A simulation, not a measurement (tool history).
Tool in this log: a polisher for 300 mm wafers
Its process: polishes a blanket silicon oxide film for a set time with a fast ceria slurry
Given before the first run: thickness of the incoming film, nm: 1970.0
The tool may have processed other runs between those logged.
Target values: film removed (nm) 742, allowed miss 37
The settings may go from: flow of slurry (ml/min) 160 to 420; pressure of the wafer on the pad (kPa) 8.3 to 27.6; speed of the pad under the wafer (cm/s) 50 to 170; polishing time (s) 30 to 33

run	hour	flow of slurry (ml/min)	pressure of the wafer on the pad (kPa)	speed of the pad under the wafer (cm/s)	polishing time (s)	film removed (nm)
1	0	270	17.9	110	33	527.77
2	2.6	270	21.4	110	33	612.66
3	11.5	270	22.1	110	33	605.98
4	17.9	270	22.1	90	33	522.77
5	23.2	270	23.4	94	33	560.19
6	25.2	305	23.4	94	33	564.56
7	33.3	305	23.4	94	33	574.63
8	36.6	305	24.1	96	33	601.96

Which single option among these 4 for the next run brings every result within its allowed miss of target? Just one does.
A	39.9	230	24.8	80	30	?
B	39.9	290	24.8	70	30	?
C	39.9	350	18.6	146	33	?
D	39.9	200	27.6	98	33	?

move	film removed (nm)
A	460.9
B	416.68
C	733.29
D	665.18
A: moves away from the targets compared with the last run
B: moves away from the targets compared with the last run
C: all results in spec
D: gains on the last run, yet a result remains outside its allowed miss
So the answer is move C, the one that meets all the targets.
